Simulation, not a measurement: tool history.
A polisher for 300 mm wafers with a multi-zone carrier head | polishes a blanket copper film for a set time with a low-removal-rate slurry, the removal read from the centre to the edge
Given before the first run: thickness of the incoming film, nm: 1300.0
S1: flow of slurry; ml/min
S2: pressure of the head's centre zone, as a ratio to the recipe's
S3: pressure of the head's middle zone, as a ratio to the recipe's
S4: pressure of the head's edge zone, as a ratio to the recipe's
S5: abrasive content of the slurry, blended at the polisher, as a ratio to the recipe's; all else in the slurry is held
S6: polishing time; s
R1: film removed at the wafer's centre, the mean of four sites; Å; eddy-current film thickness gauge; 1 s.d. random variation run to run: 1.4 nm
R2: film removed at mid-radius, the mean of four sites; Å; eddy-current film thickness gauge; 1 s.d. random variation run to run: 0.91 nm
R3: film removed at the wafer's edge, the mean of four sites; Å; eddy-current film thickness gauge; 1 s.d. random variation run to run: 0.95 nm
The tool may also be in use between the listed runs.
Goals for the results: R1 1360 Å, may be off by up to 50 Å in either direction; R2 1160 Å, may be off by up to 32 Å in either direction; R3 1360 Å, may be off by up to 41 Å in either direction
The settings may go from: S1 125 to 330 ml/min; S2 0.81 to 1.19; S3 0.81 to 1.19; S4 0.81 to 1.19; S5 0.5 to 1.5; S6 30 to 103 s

{"run": 1, "hour": 0.0, "S1": 210, "S2": 1, "S3": 1, "S4": 1, "S5": 1, "S6": 66, "R1": 1851, "R2": 1853.9, "R3": 1827.4}
{"run": 2, "hour": 2.9, "S1": 210, "S2": 1, "S3": 1, "S4": 1, "S5": 1, "S6": 73, "R1": 2063.3, "R2": 2081, "R3": 2022.4}
{"run": 3, "hour": 4.7, "S1": 210, "S2": 0.92, "S3": 1, "S4": 1, "S5": 1, "S6": 73, "R1": 1876.1, "R2": 2052.9, "R3": 2038.9}
{"run": 4, "hour": 7.8, "S1": 205, "S2": 0.93, "S3": 0.98, "S4": 1, "S5": 0.95, "S6": 71, "R1": 1814.3, "R2": 1933.7, "R3": 1962.4}
{"run": 5, "hour": 12.3, "S1": 205, "S2": 0.87, "S3": 0.98, "S4": 1, "S5": 0.95, "S6": 71, "R1": 1719.3, "R2": 1960.4, "R3": 1930.3}
{"run": 6, "hour": 16.4, "S1": 200, "S2": 0.88, "S3": 0.96, "S4": 1, "S5": 0.9, "S6": 69, "R1": 1656.5, "R2": 1842.7, "R3": 1899.6}
{"run": 7, "hour": 16.9, "S1": 200, "S2": 0.9, "S3": 0.94, "S4": 0.99, "S5": 0.85, "S6": 67, "R1": 1610, "R2": 1747.5, "R3": 1812.1}
{"run": 8, "hour": 22.9, "S1": 195, "S2": 0.92, "S3": 0.93, "S4": 0.99, "S5": 0.8, "S6": 65, "R1": 1583, "R2": 1646.9, "R3": 1726.9}
{"run": 9, "hour": 24.6, "S1": 190, "S2": 0.93, "S3": 0.92, "S4": 0.99, "S5": 0.75, "S6": 64, "R1": 1546.6, "R2": 1571.1, "R3": 1671.4}
{"run": 10, "hour": 32.3, "S1": 185, "S2": 0.94, "S3": 0.91, "S4": 0.99, "S5": 0.7, "S6": 63, "R1": 1531.5, "R2": 1507.9, "R3": 1617.6}
{"run": 11, "hour": 38.8, "S1": 180, "S2": 0.94, "S3": 0.9, "S4": 0.99, "S5": 0.7, "S6": 62, "R1": 1482.1, "R2": 1471.6, "R3": 1591.4}
{"run": 12, "hour": 47.5, "S1": 175, "S2": 0.95, "S3": 0.89, "S4": 0.99, "S5": 0.7, "S6": 61, "R1": 1480.7, "R2": 1418.4, "R3": 1553.3}
{"run": 13, "hour": 52.1, "S1": 170, "S2": 0.95, "S3": 0.88, "S4": 0.99, "S5": 0.7, "S6": 61, "R1": 1462.3, "R2": 1407.4, "R3": 1534.3}
{"run": 14, "hour": 55.5, "S1": 165, "S2": 0.96, "S3": 0.87, "S4": 0.99, "S5": 0.7, "S6": 61, "R1": 1444.5, "R2": 1387.5, "R3": 1558.9}
{"run": 15, "hour": 56.7, "S1": 160, "S2": 0.97, "S3": 0.86, "S4": 0.99, "S5": 0.7, "S6": 61, "R1": 1468.8, "R2": 1356.7, "R3": 1541.6}
{"run": 16, "hour": 60.6, "S1": 155, "S2": 0.97, "S3": 0.85, "S4": 0.99, "S5": 0.7, "S6": 61, "R1": 1479.9, "R2": 1333, "R3": 1520.4}
{"run": 17, "hour": 68.0, "S1": 150, "S2": 0.97, "S3": 0.85, "S4": 0.99, "S5": 0.7, "S6": 61, "R1": 1419.3, "R2": 1315.8, "R3": 1538.1}
{"run": 18, "hour": 75.8, "S1": 150, "S2": 0.97, "S3": 0.85, "S4": 0.98, "S5": 0.7, "S6": 61, "R1": 1451.9, "R2": 1336.8, "R3": 1507.7}
{"run": 19, "hour": 81.4, "S1": 135, "S2": 1.01, "S3": 0.81, "S4": 0.98, "S5": 0.5, "S6": 56, "R1": 1273.7, "R2": 1086.2, "R3": 1281.4}
{"run": 20, "hour": 88.1, "S1": 140, "S2": 1.01, "S3": 0.81, "S4": 0.98, "S5": 0.5, "S6": 56, "R1": 1298.4, "R2": 1085.5, "R3": 1291.1}
{"run": 21, "hour": 88.8, "S1": 145, "S2": 1.01, "S3": 0.81, "S4": 0.98, "S5": 0.5, "S6": 56, "R1": 1280.3, "R2": 1102.8, "R3": 1296}
{"run": 22, "hour": 94.7, "S1": 190, "S2": 1.05, "S3": 0.83, "S4": 1.03, "S5": 0.55, "S6": 56, "R1": 1434.4, "R2": 1203.6, "R3": 1406.1}
{"run": 23, "hour": 101.6, "S1": 185, "S2": 1.05, "S3": 0.83, "S4": 1.03, "S5": 0.55, "S6": 56, "R1": 1448.1, "R2": 1175.1, "R3": 1407.3}

Exercise: of the 5 proposed moves below, exactly one satisfies all targets within the stated allowed misses. Which move is it?
{"run": "A", "hour": 108.5, "S1": 150, "S2": 1.16, "S3": 0.85, "S4": 0.96, "S5": 0.5, "S6": 57, "R1": "?", "R2": "?", "R3": "?"}
{"run": "B", "hour": 108.5, "S1": 170, "S2": 0.98, "S3": 0.81, "S4": 1.12, "S5": 0.55, "S6": 56, "R1": "?", "R2": "?", "R3": "?"}
{"run": "C", "hour": 108.5, "S1": 200, "S2": 1.01, "S3": 0.82, "S4": 1.01, "S5": 0.55, "S6": 54, "R1": "?", "R2": "?", "R3": "?"}
{"run": "D", "hour": 108.5, "S1": 125, "S2": 1.04, "S3": 0.86, "S4": 1.11, "S5": 1, "S6": 53, "R1": "?", "R2": "?", "R3": "?"}
{"run": "E", "hour": 108.5, "S1": 260, "S2": 1.16, "S3": 0.83, "S4": 1.03, "S5": 0.8, "S6": 50, "R1": "?", "R2": "?", "R3": "?"}

move=A R1=1545.8 R2=1168.3 R3=1317
move=B R1=1339.7 R2=1152.2 R3=1445.1
move=C R1=1375.6 R2=1154.8 R3=1351.9
move=D R1=1375.3 R2=1178.9 R3=1432.5
move=E R1=1624.3 R2=1191.8 R3=1383.4
A: misses by more than the last run did
B: the furthest-off result lands on target, but another misses its tolerance
C: every result within its allowed miss
D: the furthest-off result lands on target, but another misses its tolerance
E: misses by more than the last run did
The right move is C.

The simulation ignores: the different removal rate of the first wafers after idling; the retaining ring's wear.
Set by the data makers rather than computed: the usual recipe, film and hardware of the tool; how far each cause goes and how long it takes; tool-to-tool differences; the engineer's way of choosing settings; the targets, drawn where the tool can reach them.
